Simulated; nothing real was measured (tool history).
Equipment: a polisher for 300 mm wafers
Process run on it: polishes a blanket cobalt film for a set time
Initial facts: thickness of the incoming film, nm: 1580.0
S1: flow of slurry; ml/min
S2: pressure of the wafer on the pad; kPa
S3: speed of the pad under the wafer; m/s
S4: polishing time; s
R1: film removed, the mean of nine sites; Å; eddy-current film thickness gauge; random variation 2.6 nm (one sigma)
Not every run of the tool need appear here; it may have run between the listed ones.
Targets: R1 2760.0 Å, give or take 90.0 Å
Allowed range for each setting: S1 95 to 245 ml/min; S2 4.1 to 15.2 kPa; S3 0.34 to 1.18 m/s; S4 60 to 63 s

run,day,S1,S2,S3,S4,R1
1,0.000,155,9.7,0.76,60,1642.0
2,0.088,155,8.3,0.76,60,1411.6
3,0.321,160,9.0,0.76,60,1542.0
4,0.454,160,6.9,0.76,60,1196.0
5,0.633,165,8.3,0.76,60,1420.0
6,0.975,170,9.0,0.76,60,1560.2
7,1.058,175,9.7,0.76,60,1657.2
8,1.246,175,10.3,0.76,60,1806.0
9,1.371,175,11.0,0.76,60,1897.4
10,1.629,175,11.7,0.76,60,2038.5
11,1.671,200,14.5,0.76,60,2556.6
12,1.871,200,15.2,0.76,60,2636.0

Pick the move, out of 5, that brings all results within their allowed miss; only one does.
A,2.071,160,15.2,0.88,60,?
B,2.071,190,14.5,0.74,62,?
C,2.071,190,15.2,0.80,60,?
D,2.071,225,15.2,0.78,63,?
E,2.071,180,15.2,0.68,63,?

move,R1
A,2964.4
B,2542.9
C,2778.1
D,2911.4
E,2471.6
A: carries the result that was furthest off beyond its target, to the other side
B: misses by more than the last run did
C: all results land within tolerance of their targets
D: carries the result that was furthest off beyond its target, to the other side
E: misses by more than the last run did
Go with C: it meets all targets.

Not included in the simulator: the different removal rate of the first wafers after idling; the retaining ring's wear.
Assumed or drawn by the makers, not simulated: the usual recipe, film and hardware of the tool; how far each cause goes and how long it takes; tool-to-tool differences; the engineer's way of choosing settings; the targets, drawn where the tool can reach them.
